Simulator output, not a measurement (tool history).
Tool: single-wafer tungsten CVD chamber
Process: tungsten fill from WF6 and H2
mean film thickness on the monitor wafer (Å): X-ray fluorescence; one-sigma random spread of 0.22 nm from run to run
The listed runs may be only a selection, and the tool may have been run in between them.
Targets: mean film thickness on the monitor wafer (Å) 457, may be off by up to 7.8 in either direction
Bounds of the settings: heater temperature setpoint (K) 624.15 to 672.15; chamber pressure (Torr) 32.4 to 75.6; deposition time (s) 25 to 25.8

run  hour  heater temperature setpoint (K)  chamber pressure (Torr)  deposition time (s)  mean film thickness on the monitor wafer (Å)
  1     0                           648.15                       54                   25                                        568.31
  2   0.7                           648.15                     60.1                   25                                        604.45
  3   7.2                           653.15                     60.1                   25                                        660.18
  4     9                           649.15                       60                   25                                        616.08
  5  15.2                           653.15                       60                   25                                        664.91
  6  21.2                           653.15                     69.5                   25                                        726.68
  7  29.6                           649.15                     69.4                   25                                        673.88
  8  35.5                           645.15                     69.3                   25                                        618.62
  9  44.1                           633.15                     68.7                   25                                        475.23
 10    52                           632.15                     68.7                   25                                        468.87

Exactly one of the 5 candidate moves below puts every result within its allowed miss. Which one?
  A  59.9                           633.15                     63.4                   25                                             ?
  B  59.9                           632.15                     68.1                 25.8                                             ?
  C  59.9                           628.15                       67                 25.8                                             ?
  D  59.9                           632.15                     69.8                 25.1                                             ?
  E  59.9                           630.15                     63.8                 25.8                                             ?

move  mean film thickness on the monitor wafer (Å)
   A                                        456.98
   B                                         481.5
   C                                        437.38
   D                                        475.12
   E                                         443.8
A: all results in spec
B: the biggest miss grows against the last run
C: takes the biggest miss from the last run beyond its target
D: the biggest miss grows against the last run
E: takes the biggest miss from the last run beyond its target
A meets every target.

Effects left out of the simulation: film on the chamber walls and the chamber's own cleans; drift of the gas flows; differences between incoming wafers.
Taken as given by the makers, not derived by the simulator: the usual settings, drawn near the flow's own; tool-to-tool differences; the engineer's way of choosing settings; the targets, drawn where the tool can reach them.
